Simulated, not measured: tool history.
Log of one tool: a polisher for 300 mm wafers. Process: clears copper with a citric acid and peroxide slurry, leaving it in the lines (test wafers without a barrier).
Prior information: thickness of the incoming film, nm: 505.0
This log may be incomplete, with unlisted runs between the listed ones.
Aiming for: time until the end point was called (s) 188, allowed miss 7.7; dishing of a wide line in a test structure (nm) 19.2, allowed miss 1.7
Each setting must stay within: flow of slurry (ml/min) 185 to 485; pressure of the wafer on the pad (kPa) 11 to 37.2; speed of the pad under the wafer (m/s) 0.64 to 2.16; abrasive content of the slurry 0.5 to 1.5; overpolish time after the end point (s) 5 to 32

| run | day | flow of slurry (ml/min) | pressure of the wafer on the pad (kPa) | speed of the pad under the wafer (m/s) | abrasive content of the slurry | overpolish time after the end point (s) | time until the end point was called (s) | dishing of a wide line in a test structure (nm) |
|---|---|---|---|---|---|---|---|---|
| 1 | 0 | 310 | 24.1 | 1.4 | 1 | 16 | 134.54 | 42.233 |
| 2 | 0.221 | 310 | 24.1 | 1.4 | 1 | 9 | 135.67 | 26.159 |
| 3 | 0.383 | 310 | 24.1 | 1.4 | 1 | 15 | 134.5 | 40.319 |
| 4 | 0.708 | 310 | 24.1 | 1.4 | 1.2 | 15 | 129.86 | 41.325 |
| 5 | 0.942 | 310 | 24.1 | 1.4 | 1.05 | 15 | 132.91 | 42.427 |
| 6 | 1.108 | 310 | 22.1 | 1.4 | 1.05 | 13 | 142.64 | 35.118 |
| 7 | 1.462 | 310 | 20.7 | 1.38 | 1.05 | 11 | 151.87 | 27.578 |
| 8 | 1.712 | 310 | 19.3 | 1.38 | 1.05 | 10 | 159.89 | 23.853 |
| 9 | 1.833 | 310 | 17.9 | 1.38 | 1.05 | 10 | 167.07 | 23.066 |
| 10 | 2.2 | 310 | 17.2 | 1.38 | 1.05 | 10 | 169.93 | 23.187 |
| 11 | 2.508 | 310 | 16.5 | 1.38 | 1.05 | 10 | 175.28 | 21.856 |
| 12 | 2.721 | 310 | 15.9 | 1.38 | 1.05 | 10 | 180.87 | 21.902 |
| 13 | 3.046 | 310 | 15.2 | 1.38 | 1.05 | 8 | 183.7 | 17.164 |

4 candidate next runs follow, results not yet known. Just one meets every target within its allowed miss. Identify it.
| A | 3.371 | 315 | 18.6 | 1.32 | 1.05 | 10 | ? | ? |
| B | 3.371 | 355 | 11 | 1.54 | 0.95 | 10 | ? | ? |
| C | 3.371 | 305 | 22.8 | 1.16 | 0.95 | 10 | ? | ? |
| D | 3.371 | 360 | 15.9 | 1.3 | 1.1 | 9 | ? | ? |

| move | time until the end point was called (s) | dishing of a wide line in a test structure (nm) |
|---|---|---|
| A | 170.42 | 23.302 |
| B | 204.13 | 19.553 |
| C | 171.07 | 23.313 |
| D | 188.81 | 19.188 |
A: takes the biggest miss from the last run beyond its target
B: the worst result of the last run now meets its target, but another is out of spec
C: takes the biggest miss from the last run beyond its target
D: every result lands within tolerance
Go with D: it meets all targets.
